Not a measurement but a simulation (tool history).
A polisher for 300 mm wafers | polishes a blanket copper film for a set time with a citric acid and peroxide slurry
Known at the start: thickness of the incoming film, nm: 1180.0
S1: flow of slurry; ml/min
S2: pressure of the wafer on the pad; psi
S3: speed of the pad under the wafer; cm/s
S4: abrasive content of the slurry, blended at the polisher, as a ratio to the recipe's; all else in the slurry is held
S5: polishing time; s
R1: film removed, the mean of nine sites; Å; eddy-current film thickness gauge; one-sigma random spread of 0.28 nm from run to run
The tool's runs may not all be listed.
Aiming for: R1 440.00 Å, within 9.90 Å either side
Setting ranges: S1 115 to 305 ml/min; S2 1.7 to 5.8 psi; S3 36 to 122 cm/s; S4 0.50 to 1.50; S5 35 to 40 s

run	day	S1	S2	S3	S4	S5	R1
1	0.000	195	3.7	78	1.00	40	976.49
2	0.033	195	4.4	78	1.00	40	1159.10
3	0.333	190	3.9	74	1.00	40	964.65
4	0.367	185	3.5	72	1.00	40	855.82
5	0.562	180	3.2	68	1.00	40	740.44
6	0.804	210	3.2	68	1.00	40	751.83
7	0.925	210	2.9	66	1.00	40	669.16
8	1.221	210	2.7	64	1.00	40	606.68
9	1.579	210	2.5	64	1.00	40	564.31
# day 1.771: slurry blender recalibrated
10	1.771	210	2.4	64	1.00	40	560.27

Which single option among these 5 for the next run brings every result within its allowed miss of target? Just one does.
A	1.962	175	2.0	58	1.05	39	?
B	1.962	220	2.5	76	1.00	39	?
C	1.962	170	3.8	56	1.35	40	?
D	1.962	200	2.4	58	1.10	36	?
E	1.962	245	1.8	68	0.90	39	?

move	R1
A	409.19
B	666.54
C	780.68
D	460.71
E	436.37
A: pushes the last run's worst result past its target
B: its largest miss is bigger than the last run's
C: its largest miss is bigger than the last run's
D: nearer than the last run, and not there yet
E: each result inside its tolerance
So the answer is move E, the one that meets all the targets.

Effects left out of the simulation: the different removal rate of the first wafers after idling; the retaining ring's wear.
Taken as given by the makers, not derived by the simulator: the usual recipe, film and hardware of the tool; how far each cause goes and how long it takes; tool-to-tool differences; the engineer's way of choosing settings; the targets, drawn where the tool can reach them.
